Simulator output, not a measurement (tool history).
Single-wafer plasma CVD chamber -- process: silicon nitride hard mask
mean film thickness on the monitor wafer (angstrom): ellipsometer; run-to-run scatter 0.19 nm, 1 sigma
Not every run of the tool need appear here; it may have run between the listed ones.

run	day	heater temperature setpoint (deg C)	chamber pressure (Pa)	RF power (kW)	deposition time (s)	mean film thickness on the monitor wafer (angstrom)
1	0.000	400	153	0.230	33.4	312.13
2	0.112	400	160	0.230	33.4	319.18
3	0.308	400	160	0.250	33.4	333.40
4	0.425	400	149	0.250	33.4	321.47
5	0.683	404	149	0.250	33.4	320.96
6	0.958	404	149	0.235	33.4	311.74
7	1.075	404	155	0.235	33.4	316.74
8	1.183	404	159	0.235	33.4	325.02
9	1.517	405	161	0.235	33.4	326.84
10	1.642	405	164	0.235	33.4	328.15
11	1.908	405	167	0.235	33.4	328.91

Run 12 comes next. What will it give?
12	2.021	405	169	0.235	33.4	?

{"run 12": {"mean film thickness on the monitor wafer (angstrom)": 328.73}}
